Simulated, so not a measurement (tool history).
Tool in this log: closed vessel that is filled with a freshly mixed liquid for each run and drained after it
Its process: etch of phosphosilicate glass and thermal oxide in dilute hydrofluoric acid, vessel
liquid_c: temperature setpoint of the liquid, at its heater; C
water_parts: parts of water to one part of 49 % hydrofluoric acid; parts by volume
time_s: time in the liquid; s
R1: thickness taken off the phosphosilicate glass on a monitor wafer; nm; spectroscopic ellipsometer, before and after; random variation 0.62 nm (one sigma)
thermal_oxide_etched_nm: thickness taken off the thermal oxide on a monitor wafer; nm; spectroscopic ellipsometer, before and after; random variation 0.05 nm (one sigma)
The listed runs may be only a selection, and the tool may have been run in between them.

{"run": 1, "hour": 0.0, "liquid_c": 24, "water_parts": 85, "time_s": 60, "R1": 49.121, "thermal_oxide_etched_nm": 3.5324}
{"run": 2, "hour": 2.0, "liquid_c": 25, "water_parts": 85, "time_s": 60, "R1": 51.49, "thermal_oxide_etched_nm": 3.5842}
{"run": 3, "hour": 6.0, "liquid_c": 25, "water_parts": 65, "time_s": 60, "R1": 68.487, "thermal_oxide_etched_nm": 4.8181}
{"run": 4, "hour": 8.9, "liquid_c": 27, "water_parts": 65, "time_s": 60, "R1": 75.538, "thermal_oxide_etched_nm": 5.1753}
{"run": 5, "hour": 12.6, "liquid_c": 27, "water_parts": 45, "time_s": 60, "R1": 111.83, "thermal_oxide_etched_nm": 7.8143}
{"run": 6, "hour": 14.8, "liquid_c": 26, "water_parts": 45, "time_s": 60, "R1": 107.14, "thermal_oxide_etched_nm": 7.5174}
{"run": 7, "hour": 17.7, "liquid_c": 25.5, "water_parts": 45, "time_s": 60, "R1": 105.84, "thermal_oxide_etched_nm": 7.2926}
{"run": 8, "hour": 22.4, "liquid_c": 24, "water_parts": 45, "time_s": 60, "R1": 96.933, "thermal_oxide_etched_nm": 6.8851}
{"run": 9, "hour": 30.7, "liquid_c": 22, "water_parts": 60, "time_s": 60, "R1": 66.704, "thermal_oxide_etched_nm": 4.7236}
{"run": 10, "hour": 34.1, "liquid_c": 22.5, "water_parts": 60, "time_s": 60, "R1": 66.799, "thermal_oxide_etched_nm": 4.8184}
{"run": 11, "hour": 35.1, "liquid_c": 23, "water_parts": 60, "time_s": 60, "R1": 69.321, "thermal_oxide_etched_nm": 4.8172}
{"run": 12, "hour": 41.8, "liquid_c": 24, "water_parts": 50, "time_s": 60, "R1": 88.388, "thermal_oxide_etched_nm": 6.2374}
{"run": 13, "hour": 45.7, "liquid_c": 23.5, "water_parts": 50, "time_s": 60, "R1": 87.15, "thermal_oxide_etched_nm": 5.97}

Run 14, settings as shown, results not yet in. Your forecast:
{"run": 14, "hour": 51.2, "liquid_c": 23, "water_parts": 50, "time_s": 60, "R1": "?", "thermal_oxide_etched_nm": "?"}

Run 14 measured R1 84.144 nm, thermal_oxide_etched_nm 6.0257 nm.

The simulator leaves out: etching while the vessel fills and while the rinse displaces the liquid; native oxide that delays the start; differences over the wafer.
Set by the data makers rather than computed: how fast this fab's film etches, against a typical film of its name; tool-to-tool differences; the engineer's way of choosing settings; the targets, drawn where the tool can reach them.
